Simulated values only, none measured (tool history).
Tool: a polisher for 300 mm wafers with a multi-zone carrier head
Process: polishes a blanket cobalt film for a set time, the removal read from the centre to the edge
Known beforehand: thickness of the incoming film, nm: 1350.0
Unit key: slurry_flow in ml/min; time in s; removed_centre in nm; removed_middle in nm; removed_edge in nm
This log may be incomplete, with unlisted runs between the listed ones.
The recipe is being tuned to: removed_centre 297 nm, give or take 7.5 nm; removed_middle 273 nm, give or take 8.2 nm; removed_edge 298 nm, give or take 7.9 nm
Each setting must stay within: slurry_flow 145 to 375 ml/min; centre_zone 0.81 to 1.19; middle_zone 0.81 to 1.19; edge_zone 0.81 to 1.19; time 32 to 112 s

{"run": 1, "day": 0.0, "slurry_flow": 240, "centre_zone": 1, "middle_zone": 1, "edge_zone": 1, "time": 72, "removed_centre": 308.64, "removed_middle": 314.57, "removed_edge": 308.06}
{"run": 2, "day": 0.083, "slurry_flow": 240, "centre_zone": 1, "middle_zone": 1, "edge_zone": 0.97, "time": 72, "removed_centre": 306.98, "removed_middle": 312.77, "removed_edge": 300.99}
{"run": 3, "day": 0.175, "slurry_flow": 230, "centre_zone": 1, "middle_zone": 0.98, "edge_zone": 0.97, "time": 72, "removed_centre": 310.45, "removed_middle": 302.05, "removed_edge": 298.39}
{"run": 4, "day": 0.479, "slurry_flow": 205, "centre_zone": 1, "middle_zone": 0.98, "edge_zone": 0.97, "time": 72, "removed_centre": 305.92, "removed_middle": 299.17, "removed_edge": 299.39}
{"run": 5, "day": 0.508, "slurry_flow": 205, "centre_zone": 1, "middle_zone": 1.02, "edge_zone": 0.97, "time": 72, "removed_centre": 305.26, "removed_middle": 308.42, "removed_edge": 298.8}
{"run": 6, "day": 0.833, "slurry_flow": 205, "centre_zone": 1, "middle_zone": 1.08, "edge_zone": 0.97, "time": 72, "removed_centre": 303.69, "removed_middle": 324.67, "removed_edge": 299.26}
{"run": 7, "day": 1.062, "slurry_flow": 160, "centre_zone": 1, "middle_zone": 0.98, "edge_zone": 1.03, "time": 71, "removed_centre": 287, "removed_middle": 286.31, "removed_edge": 293.01}
{"run": 8, "day": 1.108, "slurry_flow": 160, "centre_zone": 1, "middle_zone": 0.97, "edge_zone": 1.03, "time": 71, "removed_centre": 289.38, "removed_middle": 285.99, "removed_edge": 294.15}

Consider the 5 candidate settings below. Which is the only one whose results all fall within their allowed miss of target?
{"run": "A", "day": 1.154, "slurry_flow": 145, "centre_zone": 0.99, "middle_zone": 0.95, "edge_zone": 1.05, "time": 76, "removed_centre": "?", "removed_middle": "?", "removed_edge": "?"}
{"run": "B", "day": 1.154, "slurry_flow": 145, "centre_zone": 0.96, "middle_zone": 1, "edge_zone": 1.09, "time": 73, "removed_centre": "?", "removed_middle": "?", "removed_edge": "?"}
{"run": "C", "day": 1.154, "slurry_flow": 145, "centre_zone": 1.03, "middle_zone": 0.92, "edge_zone": 1.03, "time": 72, "removed_centre": "?", "removed_middle": "?", "removed_edge": "?"}
{"run": "D", "day": 1.154, "slurry_flow": 155, "centre_zone": 0.96, "middle_zone": 1.03, "edge_zone": 1.03, "time": 72, "removed_centre": "?", "removed_middle": "?", "removed_edge": "?"}
{"run": "E", "day": 1.154, "slurry_flow": 145, "centre_zone": 1.08, "middle_zone": 0.94, "edge_zone": 1.07, "time": 72, "removed_centre": "?", "removed_middle": "?", "removed_edge": "?"}

move=A removed_centre=299.25 removed_middle=293.38 removed_edge=318.33
move=B removed_centre=278.75 removed_middle=293.2 removed_edge=311.34
move=C removed_centre=294.98 removed_middle=271.17 removed_edge=298.85
move=D removed_centre=277.94 removed_middle=298.75 removed_edge=300.5
move=E removed_centre=309.45 removed_middle=275.56 removed_edge=304.46
A: the biggest miss grows against the last run
B: the biggest miss grows against the last run
C: all results land within tolerance of their targets
D: the biggest miss grows against the last run
E: brings the result that was furthest off to its target, and leaves another outside
The right move is C.
